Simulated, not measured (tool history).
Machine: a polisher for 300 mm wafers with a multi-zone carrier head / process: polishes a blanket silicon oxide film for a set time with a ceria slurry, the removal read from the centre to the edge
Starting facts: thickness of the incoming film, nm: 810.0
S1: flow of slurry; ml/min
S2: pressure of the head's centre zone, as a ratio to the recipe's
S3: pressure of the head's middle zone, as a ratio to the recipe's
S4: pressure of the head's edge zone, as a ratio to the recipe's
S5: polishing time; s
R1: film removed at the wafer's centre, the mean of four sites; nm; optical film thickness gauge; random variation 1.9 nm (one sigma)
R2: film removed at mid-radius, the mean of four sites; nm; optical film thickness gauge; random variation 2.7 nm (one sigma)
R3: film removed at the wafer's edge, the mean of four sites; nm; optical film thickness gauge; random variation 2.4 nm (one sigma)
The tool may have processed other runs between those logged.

run	hour	S1	S2	S3	S4	S5	R1	R2	R3
1	0.0	140	1.00	1.00	1.00	34	142.28	154.67	152.11
2	2.9	140	1.00	1.00	1.00	30	130.44	134.78	131.20
3	7.9	145	1.00	1.00	1.02	32	137.89	149.01	147.10
4	15.4	145	1.00	1.00	1.05	32	136.03	150.12	144.24
5	23.2	145	1.00	0.96	1.05	32	134.14	142.27	147.55
6	32.0	145	1.06	0.96	1.05	32	146.00	137.59	147.53
7	35.3	150	1.05	0.96	1.07	33	152.51	151.58	155.38
8	43.0	155	1.04	0.95	1.09	34	151.41	150.26	161.38
9	50.4	160	1.03	0.96	1.10	35	157.42	157.92	169.93
10	55.9	165	1.02	0.97	1.11	35	158.19	160.25	172.78

Forecast run 11:
11	60.4	170	1.01	0.99	1.12	35	?	?	?

Run 11 measured R1 154.85 nm, R2 166.88 nm, R3 171.16 nm.
